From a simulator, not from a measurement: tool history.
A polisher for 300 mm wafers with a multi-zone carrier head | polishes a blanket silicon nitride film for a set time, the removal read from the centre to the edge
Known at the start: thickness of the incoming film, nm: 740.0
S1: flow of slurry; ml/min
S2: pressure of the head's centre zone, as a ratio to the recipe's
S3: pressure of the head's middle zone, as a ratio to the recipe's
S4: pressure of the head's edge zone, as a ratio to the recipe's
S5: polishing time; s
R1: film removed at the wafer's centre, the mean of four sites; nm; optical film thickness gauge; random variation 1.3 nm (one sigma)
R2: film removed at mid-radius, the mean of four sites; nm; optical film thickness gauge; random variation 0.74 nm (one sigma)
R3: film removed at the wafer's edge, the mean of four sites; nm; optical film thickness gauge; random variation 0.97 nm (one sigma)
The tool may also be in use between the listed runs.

run 1 day=0.000 | S1=245 S2=1.00 S3=1.00 S4=1.00 S5=61 | R1=81.680 R2=82.562 R3=80.347
run 2 day=0.050 | S1=245 S2=1.00 S3=0.92 S4=1.00 S5=61 | R1=81.159 R2=77.022 R3=80.405
run 3 day=0.196 | S1=285 S2=1.00 S3=0.92 S4=1.00 S5=61 | R1=85.456 R2=78.665 R3=80.617
run 4 day=0.379 | S1=275 S2=0.99 S3=0.94 S4=1.03 S5=63 | R1=84.966 R2=81.789 R3=83.640
run 5 day=0.675 | S1=325 S2=0.99 S3=0.94 S4=1.03 S5=63 | R1=87.287 R2=83.574 R3=83.847
run 6 day=0.900 | S1=310 S2=0.98 S3=0.95 S4=1.05 S5=65 | R1=90.421 R2=87.598 R3=88.563

Forecast run 7:
run 7 day=0.958 | S1=300 S2=0.97 S3=0.96 S4=1.07 S5=66 | R1=? R2=? R3=?

R1: 89.440 nm
R2: 87.022 nm
R3: 90.044 nm
